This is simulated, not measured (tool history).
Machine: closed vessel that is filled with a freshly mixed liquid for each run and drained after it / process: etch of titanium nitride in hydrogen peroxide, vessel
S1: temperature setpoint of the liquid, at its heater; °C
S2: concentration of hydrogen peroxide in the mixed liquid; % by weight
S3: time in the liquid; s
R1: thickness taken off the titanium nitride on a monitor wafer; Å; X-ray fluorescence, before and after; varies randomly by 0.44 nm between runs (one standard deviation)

Run 1, hour 0.0: S1 50.0 °C, S2 16 % by weight, S3 665 s. Result: R1 337.24 Å.
Run 2, hour 2.1: S1 52.0 °C, S2 16 % by weight, S3 665 s. Result: R1 388.45 Å.
Run 3, hour 7.3: S1 52.0 °C, S2 15 % by weight, S3 665 s. Result: R1 384.73 Å.
Run 4, hour 13.7: S1 52.0 °C, S2 15 % by weight, S3 715 s. Result: R1 412.72 Å.
Run 5, hour 20.9: S1 53.5 °C, S2 15 % by weight, S3 715 s. Result: R1 458.07 Å.
Run 6, hour 22.6: S1 55.0 °C, S2 15 % by weight, S3 715 s. Result: R1 512.43 Å.
Run 7, hour 26.6: S1 56.0 °C, S2 15 % by weight, S3 715 s. Result: R1 545.52 Å.

What does the tool deliver on the next run?
Run 8, hour 35.6: S1 57.0 °C, S2 15 % by weight, S3 715 s. Result: R1 ?.

{"run 8": {"R1": 590.85}}

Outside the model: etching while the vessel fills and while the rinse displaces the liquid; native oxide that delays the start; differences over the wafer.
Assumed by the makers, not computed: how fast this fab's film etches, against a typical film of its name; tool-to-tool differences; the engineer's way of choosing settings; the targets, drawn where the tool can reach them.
